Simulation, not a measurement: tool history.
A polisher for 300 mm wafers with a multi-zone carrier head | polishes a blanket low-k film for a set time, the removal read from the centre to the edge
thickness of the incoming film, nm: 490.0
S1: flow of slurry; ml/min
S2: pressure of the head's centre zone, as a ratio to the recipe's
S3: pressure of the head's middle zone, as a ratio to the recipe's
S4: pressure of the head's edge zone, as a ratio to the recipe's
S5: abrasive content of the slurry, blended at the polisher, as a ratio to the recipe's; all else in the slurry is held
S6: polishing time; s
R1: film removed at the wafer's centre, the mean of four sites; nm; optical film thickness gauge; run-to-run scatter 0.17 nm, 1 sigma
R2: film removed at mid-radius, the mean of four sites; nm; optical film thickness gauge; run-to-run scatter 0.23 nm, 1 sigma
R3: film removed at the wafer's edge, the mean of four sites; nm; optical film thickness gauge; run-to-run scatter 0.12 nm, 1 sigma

| run | hour | S1 | S2 | S3 | S4 | S5 | S6 | R1 | R2 | R3 |
|---|---|---|---|---|---|---|---|---|---|---|
| 1 | 0.0 | 155 | 1.00 | 1.00 | 1.00 | 1.00 | 37 | 10.121 | 10.261 | 9.6855 |
| 2 | 5.8 | 160 | 0.97 | 1.03 | 1.04 | 1.15 | 38 | 10.848 | 11.612 | 10.5610 |
| 3 | 13.2 | 155 | 0.93 | 1.03 | 1.08 | 1.25 | 40 | 11.026 | 12.687 | 11.7930 |
| 4 | 14.3 | 160 | 0.92 | 1.04 | 1.11 | 1.30 | 41 | 11.368 | 13.101 | 12.4700 |
| 5 | 22.8 | 160 | 0.92 | 1.07 | 1.11 | 1.30 | 41 | 11.425 | 13.450 | 12.4630 |
|  | 25.4 | edge zone pressure recalibrated |
| 6 | 25.4 | 190 | 0.92 | 1.07 | 1.11 | 1.30 | 41 | 11.842 | 13.627 | 13.4440 |
| 7 | 29.0 | 195 | 0.91 | 1.10 | 1.10 | 1.35 | 41 | 11.763 | 14.313 | 13.4230 |
| 8 | 36.5 | 205 | 0.91 | 1.12 | 1.10 | 1.40 | 41 | 12.145 | 14.823 | 13.7570 |

What will run 9 give?
| 9 | 41.8 | 210 | 0.91 | 1.13 | 1.11 | 1.40 | 41 | ? | ? | ? |

For run 9 the tool returned R1 12.255 nm, R2 15.287 nm, R3 14.1160 nm.
